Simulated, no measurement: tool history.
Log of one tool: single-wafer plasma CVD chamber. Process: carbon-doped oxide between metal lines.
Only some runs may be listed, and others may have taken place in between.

run  hour  heater temperature setpoint (°C)  chamber pressure (Pa)  RF power (W)  deposition time (s)  mean film thickness on the monitor wafer (angstrom)
  1   0.0                               330                    864           430                 20.5                                              1007.30
  2   1.8                               338                    864           430                 20.5                                               981.15
  3  10.1                               339                    857           420                 20.4                                               943.90
  4  13.3                               339                    857           420                 20.5                                               954.05
  5  16.7                               340                    849           415                 20.5                                               939.36
  6  20.4                               341                    841           410                 20.5                                               917.92

Run 7 comes next. What will it give?
  7  26.4                               342                    831           410                 20.5                                                    ?

mean film thickness on the monitor wafer (angstrom): 915.82
